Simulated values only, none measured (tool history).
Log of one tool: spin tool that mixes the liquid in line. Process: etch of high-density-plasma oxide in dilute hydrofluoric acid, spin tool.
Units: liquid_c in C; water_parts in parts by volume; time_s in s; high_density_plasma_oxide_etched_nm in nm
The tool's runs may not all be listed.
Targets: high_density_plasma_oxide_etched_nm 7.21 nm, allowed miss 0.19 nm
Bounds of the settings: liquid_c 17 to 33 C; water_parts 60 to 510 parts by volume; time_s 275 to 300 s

| run | hour | liquid_c | water_parts | time_s | high_density_plasma_oxide_etched_nm |
|---|---|---|---|---|---|
| 1 | 0 | 25 | 285 | 275 | 3.7874 |
| 2 | 7.7 | 25 | 360 | 275 | 2.8133 |
| 3 | 11.4 | 26.5 | 320 | 275 | 3.4601 |
| 4 | 16 | 26.5 | 255 | 275 | 4.6159 |
| 5 | 22.1 | 26.5 | 255 | 275 | 4.659 |
| 6 | 26.1 | 28 | 245 | 275 | 5.1315 |
| 7 | 31.5 | 29 | 235 | 275 | 5.6124 |
| 8 | 36.6 | 30 | 230 | 275 | 5.9675 |
| 9 | 44.2 | 30.5 | 225 | 275 | 6.2072 |
| 10 | 48.7 | 31 | 220 | 275 | 6.5274 |
| 11 | 50.5 | 31.5 | 220 | 275 | 6.5868 |
| 12 | 54 | 32 | 220 | 275 | 6.6252 |
| 13 | 59.6 | 32 | 215 | 275 | 6.9211 |

4 next moves are on the table. One of them brings every result within its allowed miss. Which?
| A | 65.2 | 31.5 | 200 | 280 | ? |
| B | 65.2 | 32.5 | 225 | 275 | ? |
| C | 65.2 | 32.5 | 210 | 275 | ? |
| D | 65.2 | 29 | 205 | 275 | ? |

| move | high_density_plasma_oxide_etched_nm |
|---|---|
| A | 7.5916 |
| B | 6.6405 |
| C | 7.2512 |
| D | 6.6338 |
A: takes the result that was furthest off past its target
B: further off than the last run
C: meets every target
D: further off than the last run
The right move is C.
